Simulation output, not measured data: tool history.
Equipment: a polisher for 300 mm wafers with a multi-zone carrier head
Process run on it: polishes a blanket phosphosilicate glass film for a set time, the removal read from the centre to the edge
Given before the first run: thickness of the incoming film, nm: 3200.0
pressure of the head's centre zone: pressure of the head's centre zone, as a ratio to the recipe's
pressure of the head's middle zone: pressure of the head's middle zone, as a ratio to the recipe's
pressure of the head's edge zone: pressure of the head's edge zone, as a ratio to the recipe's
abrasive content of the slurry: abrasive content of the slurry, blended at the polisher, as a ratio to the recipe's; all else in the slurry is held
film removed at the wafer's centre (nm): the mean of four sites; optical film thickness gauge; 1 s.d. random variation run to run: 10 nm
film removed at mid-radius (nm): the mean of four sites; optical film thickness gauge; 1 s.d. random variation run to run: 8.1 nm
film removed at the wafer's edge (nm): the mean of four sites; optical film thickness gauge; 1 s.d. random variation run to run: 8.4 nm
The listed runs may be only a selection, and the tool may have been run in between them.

| run | hour | flow of slurry (ml/min) | pressure of the head's centre zone | pressure of the head's middle zone | pressure of the head's edge zone | abrasive content of the slurry | polishing time (s) | film removed at the wafer's centre (nm) | film removed at mid-radius (nm) | film removed at the wafer's edge (nm) |
|---|---|---|---|---|---|---|---|---|---|---|
| 1 | 0.0 | 230 | 1.00 | 1.00 | 1.00 | 1.00 | 86 | 1373.5 | 1293.5 | 1369.2 |
| 2 | 4.2 | 230 | 1.00 | 1.00 | 1.00 | 1.20 | 86 | 1511.8 | 1431.3 | 1475.7 |
| 3 | 10.4 | 230 | 1.00 | 1.00 | 0.98 | 1.15 | 86 | 1468.9 | 1405.8 | 1435.3 |
| 4 | 17.6 | 230 | 1.00 | 0.99 | 0.96 | 1.10 | 86 | 1454.4 | 1350.1 | 1398.9 |
| 5 | 23.1 | 230 | 0.99 | 0.99 | 0.94 | 1.05 | 86 | 1385.8 | 1339.9 | 1344.8 |
| 6 | 30.4 | 225 | 0.99 | 0.98 | 0.93 | 1.00 | 86 | 1358.2 | 1272.3 | 1305.4 |
| 7 | 35.6 | 225 | 0.99 | 0.98 | 0.93 | 1.00 | 86 | 1362.7 | 1265.8 | 1297.4 |
| 8 | 41.9 | 220 | 0.98 | 0.97 | 0.92 | 0.95 | 86 | 1305.1 | 1242.4 | 1257.2 |

Predict the results of run 9:
| 9 | 44.7 | 215 | 0.97 | 0.95 | 0.91 | 0.95 | 86 | ? | ? | ? |

Run 9 measured film removed at the wafer's centre (nm) 1280.7, film removed at mid-radius (nm) 1218.6, film removed at the wafer's edge (nm) 1253.9.
